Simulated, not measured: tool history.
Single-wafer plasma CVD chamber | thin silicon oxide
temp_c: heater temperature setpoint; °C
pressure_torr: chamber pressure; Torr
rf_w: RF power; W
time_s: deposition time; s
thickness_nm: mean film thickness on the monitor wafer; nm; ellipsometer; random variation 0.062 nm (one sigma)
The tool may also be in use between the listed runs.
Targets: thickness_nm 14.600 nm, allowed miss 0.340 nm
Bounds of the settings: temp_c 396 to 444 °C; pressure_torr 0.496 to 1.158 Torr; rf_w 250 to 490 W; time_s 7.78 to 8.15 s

{"run": 1, "hour": 0.0, "temp_c": 420, "pressure_torr": 0.827, "rf_w": 370, "time_s": 8.15, "thickness_nm": 15.917}
{"run": 2, "hour": 7.8, "temp_c": 420, "pressure_torr": 0.81, "rf_w": 370, "time_s": 8.15, "thickness_nm": 15.673}
{"run": 3, "hour": 8.7, "temp_c": 420, "pressure_torr": 0.81, "rf_w": 370, "time_s": 8.15, "thickness_nm": 15.623}
{"run": 4, "hour": 10.4, "temp_c": 420, "pressure_torr": 0.81, "rf_w": 370, "time_s": 8.15, "thickness_nm": 15.616}
{"run": 5, "hour": 16.3, "temp_c": 420, "pressure_torr": 0.796, "rf_w": 370, "time_s": 8.15, "thickness_nm": 15.414}
{"run": 6, "hour": 24.9, "temp_c": 420, "pressure_torr": 0.849, "rf_w": 370, "time_s": 8.15, "thickness_nm": 16.364}
{"run": 7, "hour": 32.6, "temp_c": 420, "pressure_torr": 0.827, "rf_w": 370, "time_s": 8.15, "thickness_nm": 15.875}
{"run": 8, "hour": 34.4, "temp_c": 420, "pressure_torr": 0.81, "rf_w": 370, "time_s": 8.15, "thickness_nm": 15.546}

5 next moves are on the table. One of them brings every result within its allowed miss. Which?
{"run": "A", "hour": 36.2, "temp_c": 422, "pressure_torr": 0.853, "rf_w": 390, "time_s": 8.15, "thickness_nm": "?"}
{"run": "B", "hour": 36.2, "temp_c": 411, "pressure_torr": 0.731, "rf_w": 350, "time_s": 8.15, "thickness_nm": "?"}
{"run": "C", "hour": 36.2, "temp_c": 420, "pressure_torr": 0.742, "rf_w": 370, "time_s": 7.78, "thickness_nm": "?"}
{"run": "D", "hour": 36.2, "temp_c": 425, "pressure_torr": 0.877, "rf_w": 345, "time_s": 8.15, "thickness_nm": "?"}
{"run": "E", "hour": 36.2, "temp_c": 414, "pressure_torr": 0.799, "rf_w": 320, "time_s": 8.15, "thickness_nm": "?"}

move=A thickness_nm=16.741
move=B thickness_nm=13.841
move=C thickness_nm=13.678
move=D thickness_nm=16.268
move=E thickness_nm=14.530
A: further off than the last run
B: takes the result that was furthest off past its target
C: takes the result that was furthest off past its target
D: further off than the last run
E: meets every target
Move E is the one to make.
